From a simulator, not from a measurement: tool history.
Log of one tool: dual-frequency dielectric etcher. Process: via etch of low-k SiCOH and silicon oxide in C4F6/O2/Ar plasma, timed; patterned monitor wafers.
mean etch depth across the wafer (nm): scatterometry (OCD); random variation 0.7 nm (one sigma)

run  hour  source power (kW)  bias power (kW)  etch time (s)  mean etch depth across the wafer (nm)
  1     0               0.43            0.259           45.5                                 135.99
  2   8.4               0.48            0.259           45.5                                 138.75
  3  13.1               0.48            0.259           45.5                                 139.84
  4  14.3               0.45            0.238             45                                 129.47
  5  16.4               0.42             0.23             45                                 126.14
  6  17.1               0.35             0.23             45                                 119.63
  7  25.7               0.34            0.227             45                                 119.76

Forecast run 8:
  8  26.9               0.33            0.223             45                                      ?

mean etch depth across the wafer (nm): 117.3

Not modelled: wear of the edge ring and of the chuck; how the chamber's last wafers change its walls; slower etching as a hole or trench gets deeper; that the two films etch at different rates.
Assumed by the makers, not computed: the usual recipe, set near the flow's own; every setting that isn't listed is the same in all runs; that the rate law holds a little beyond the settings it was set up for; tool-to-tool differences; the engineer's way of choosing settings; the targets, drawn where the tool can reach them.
